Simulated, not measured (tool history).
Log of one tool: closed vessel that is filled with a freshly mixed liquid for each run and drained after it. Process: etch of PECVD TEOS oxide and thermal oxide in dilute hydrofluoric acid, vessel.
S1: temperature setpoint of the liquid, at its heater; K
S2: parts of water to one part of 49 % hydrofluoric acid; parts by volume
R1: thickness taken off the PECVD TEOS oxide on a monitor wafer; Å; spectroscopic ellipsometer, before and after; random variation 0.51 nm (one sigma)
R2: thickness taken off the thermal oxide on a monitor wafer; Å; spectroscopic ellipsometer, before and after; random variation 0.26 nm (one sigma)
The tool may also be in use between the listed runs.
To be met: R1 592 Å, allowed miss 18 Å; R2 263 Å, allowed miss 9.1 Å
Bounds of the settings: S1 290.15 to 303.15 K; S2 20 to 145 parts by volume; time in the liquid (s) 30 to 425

Run 1, hour 0: S1 295.15 K, S2 80 parts by volume, time in the liquid (s) 215. Result: R1 249.13 Å, R2 111.19 Å.
Run 2, hour 2.9: S1 295.15 K, S2 55 parts by volume, time in the liquid (s) 215. Result: R1 369.23 Å, R2 167.27 Å.
Run 3, hour 8.4: S1 297.15 K, S2 50 parts by volume, time in the liquid (s) 215. Result: R1 454.36 Å, R2 203.43 Å.
Run 4, hour 13.3: S1 299.15 K, S2 50 parts by volume, time in the liquid (s) 215. Result: R1 491.71 Å, R2 219.46 Å.
Run 5, hour 14.5: S1 300.15 K, S2 50 parts by volume, time in the liquid (s) 215. Result: R1 504.34 Å, R2 227.76 Å.
Run 6, hour 17.9: S1 301.15 K, S2 50 parts by volume, time in the liquid (s) 215. Result: R1 527.45 Å, R2 238.47 Å.
Run 7, hour 26.2: S1 301.65 K, S2 50 parts by volume, time in the liquid (s) 215. Result: R1 537.57 Å, R2 237.49 Å.
Run 8, hour 28.4: S1 302.15 K, S2 50 parts by volume, time in the liquid (s) 215. Result: R1 547.95 Å, R2 243.45 Å.
Run 9, hour 32.3: S1 302.65 K, S2 50 parts by volume, time in the liquid (s) 215. Result: R1 565.76 Å, R2 249.64 Å.

Which of these 4 next moves meets every target?
Run A, hour 36.2: S1 302.15 K, S2 65 parts by volume, time in the liquid (s) 285. Result: R1 ?, R2 ?.
Run B, hour 36.2: S1 303.15 K, S2 40 parts by volume, time in the liquid (s) 185. Result: R1 ?, R2 ?.
Run C, hour 36.2: S1 302.15 K, S2 55 parts by volume, time in the liquid (s) 275. Result: R1 ?, R2 ?.
Run D, hour 36.2: S1 301.65 K, S2 50 parts by volume, time in the liquid (s) 235. Result: R1 ?, R2 ?.

move      R1      R2
   A  555.48  244.57
   B  632.91  278.66
   C  642.86  283.04
   D  596.88  262.79
A: further off than the last run
B: takes the result that was furthest off past its target
C: takes the result that was furthest off past its target
D: meets every target
The right move is D.
